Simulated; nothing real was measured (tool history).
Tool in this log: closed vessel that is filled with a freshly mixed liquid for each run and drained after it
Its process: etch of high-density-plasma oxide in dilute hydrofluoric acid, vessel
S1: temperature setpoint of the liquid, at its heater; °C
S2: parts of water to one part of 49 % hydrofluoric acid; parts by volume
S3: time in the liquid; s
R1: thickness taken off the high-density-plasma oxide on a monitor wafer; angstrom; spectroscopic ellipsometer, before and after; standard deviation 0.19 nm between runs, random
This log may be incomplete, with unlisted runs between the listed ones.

run  hour    S1   S2    S3      R1
  1     0    25  260  2195  506.23
  2   9.3  23.5  260  2195  477.43
  3  14.2  23.5  190  2195  706.35
  4  16.4  23.5  190  2350  753.84
  5  25.6    22  210  2350  631.27
  6  31.6    19  210  2350  562.63

What does the tool deliver on the next run?
  7  35.1  18.5  220  2350   ?

{"run 7": {"R1": 521.12}}
